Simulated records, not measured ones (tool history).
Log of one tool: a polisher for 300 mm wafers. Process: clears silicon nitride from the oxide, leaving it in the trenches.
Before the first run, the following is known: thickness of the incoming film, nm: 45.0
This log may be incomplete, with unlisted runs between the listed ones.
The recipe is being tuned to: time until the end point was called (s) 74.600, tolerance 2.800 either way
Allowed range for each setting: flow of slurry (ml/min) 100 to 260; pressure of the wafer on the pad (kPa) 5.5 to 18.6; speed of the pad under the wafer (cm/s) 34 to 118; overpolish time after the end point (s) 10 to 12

run	day	flow of slurry (ml/min)	pressure of the wafer on the pad (kPa)	speed of the pad under the wafer (cm/s)	overpolish time after the end point (s)	time until the end point was called (s)
1	0.000	165	11.7	76	12	119.240
2	0.096	170	13.8	76	12	101.230
3	0.371	170	13.8	76	10	101.550
4	0.521	170	11.7	76	10	118.660
5	0.671	175	13.8	76	10	99.977
6	0.958	175	13.8	76	12	102.100
7	1.317	175	13.8	76	12	99.231
8	1.675	190	14.5	76	12	96.755
9	1.875	190	15.9	76	12	88.496
10	2.004	190	16.5	76	12	83.406
11	2.242	190	17.2	76	12	81.405
12	2.342	190	17.9	76	12	78.380

Of the 5 settings listed for the next run, only one would bring every result within its allowed miss of target. Which one?
A	2.442	230	18.6	80	12	?
B	2.442	260	18.6	80	12	?
C	2.442	145	17.2	78	11	?
D	2.442	140	18.6	84	12	?
E	2.442	260	16.5	84	10	?

move	time until the end point was called (s)
A	69.477
B	68.681
C	80.719
D	69.945
E	73.512
A: pushes the last run's worst result past its target
B: pushes the last run's worst result past its target
C: misses by more than the last run did
D: pushes the last run's worst result past its target
E: all results land within tolerance of their targets
E meets every target.
